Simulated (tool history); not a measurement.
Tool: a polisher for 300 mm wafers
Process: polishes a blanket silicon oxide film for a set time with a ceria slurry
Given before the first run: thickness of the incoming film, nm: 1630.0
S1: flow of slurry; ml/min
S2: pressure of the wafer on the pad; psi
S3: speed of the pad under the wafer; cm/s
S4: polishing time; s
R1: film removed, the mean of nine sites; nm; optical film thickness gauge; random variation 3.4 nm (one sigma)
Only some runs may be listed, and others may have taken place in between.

run	hour	S1	S2	S3	S4	R1
1	0.0	255	3.1	114	47	175.30
2	5.5	255	3.1	114	47	175.22
3	9.0	255	3.1	114	47	171.31
4	13.6	255	3.4	114	47	192.85
5	16.3	255	4.1	114	47	229.64
6	22.8	295	4.1	114	47	232.57
7	25.4	295	4.2	116	47	242.15
8	31.8	295	4.3	118	47	247.97
9	40.2	295	4.4	120	47	265.04
10	44.9	295	4.5	120	47	270.87

Run 11 is up next; what results do you expect?
11	45.9	295	4.9	122	47	?

Run 11 yielded R1 297.74 nm.
